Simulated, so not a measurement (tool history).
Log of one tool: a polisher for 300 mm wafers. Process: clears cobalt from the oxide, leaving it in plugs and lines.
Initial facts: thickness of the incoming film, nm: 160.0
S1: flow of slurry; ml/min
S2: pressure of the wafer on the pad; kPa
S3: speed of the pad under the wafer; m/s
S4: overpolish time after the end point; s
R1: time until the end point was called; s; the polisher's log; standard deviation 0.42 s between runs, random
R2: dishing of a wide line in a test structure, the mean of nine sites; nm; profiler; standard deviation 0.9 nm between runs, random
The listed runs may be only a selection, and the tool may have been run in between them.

run	hour	S1	S2	S3	S4	R1	R2
1	0.0	175	10.3	1.16	21	41.857	49.220
2	2.7	175	10.3	1.36	21	37.211	53.054
3	4.4	175	8.3	1.36	21	44.942	46.170
4	13.1	175	9.7	1.38	21	39.054	50.988
# hour 13.8: head pressure recalibrated
5	13.8	175	11.0	1.40	21	30.493	57.275
6	16.0	175	11.0	1.40	22	30.627	58.353

Expected results for the next run?
7	19.3	175	11.0	1.40	23	?	?

{"run 7": {"R1": 30.729, "R2": 59.022}}
